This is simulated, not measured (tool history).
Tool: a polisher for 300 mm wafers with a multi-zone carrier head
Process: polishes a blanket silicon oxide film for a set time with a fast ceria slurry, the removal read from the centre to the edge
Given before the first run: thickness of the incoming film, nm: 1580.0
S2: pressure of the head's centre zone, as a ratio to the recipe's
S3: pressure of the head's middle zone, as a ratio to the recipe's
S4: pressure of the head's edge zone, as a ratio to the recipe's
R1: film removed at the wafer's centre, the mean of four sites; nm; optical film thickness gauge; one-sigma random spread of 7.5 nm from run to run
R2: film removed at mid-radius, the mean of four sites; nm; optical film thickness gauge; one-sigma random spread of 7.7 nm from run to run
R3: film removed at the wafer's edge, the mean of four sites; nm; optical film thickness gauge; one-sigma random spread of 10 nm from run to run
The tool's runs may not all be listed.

{"run": 1, "hour": 0.0, "flow of slurry (ml/min)": 220, "S2": 1.0, "S3": 1.0, "S4": 1.0, "polishing time (s)": 36, "R1": 505.34, "R2": 504.81, "R3": 503.1}
{"run": 2, "hour": 2.9, "flow of slurry (ml/min)": 220, "S2": 1.05, "S3": 1.0, "S4": 1.0, "polishing time (s)": 36, "R1": 521.84, "R2": 504.31, "R3": 504.51}
{"run": 3, "hour": 3.7, "flow of slurry (ml/min)": 220, "S2": 1.05, "S3": 1.0, "S4": 1.0, "polishing time (s)": 27, "R1": 399.34, "R2": 383.09, "R3": 377.82}
{"run": 4, "hour": 4.7, "flow of slurry (ml/min)": 185, "S2": 1.05, "S3": 1.0, "S4": 1.0, "polishing time (s)": 27, "R1": 391.17, "R2": 366.78, "R3": 375.22}
{"run": 5, "hour": 5.5, "flow of slurry (ml/min)": 185, "S2": 1.05, "S3": 1.06, "S4": 1.0, "polishing time (s)": 27, "R1": 387.17, "R2": 390.11, "R3": 385.04}
{"run": 6, "hour": 8.9, "flow of slurry (ml/min)": 185, "S2": 1.05, "S3": 1.06, "S4": 1.04, "polishing time (s)": 27, "R1": 378.99, "R2": 389.98, "R3": 379.86}
{"run": 7, "hour": 17.0, "flow of slurry (ml/min)": 175, "S2": 1.05, "S3": 1.07, "S4": 1.04, "polishing time (s)": 32, "R1": 453.99, "R2": 452.17, "R3": 431.22}

What does the tool deliver on the next run?
{"run": 8, "hour": 18.2, "flow of slurry (ml/min)": 200, "S2": 1.03, "S3": 1.05, "S4": 1.04, "polishing time (s)": 35, "R1": "?", "R2": "?", "R3": "?"}

{"run 8": {"R1": 496.03, "R2": 508.62, "R3": 490.52}}
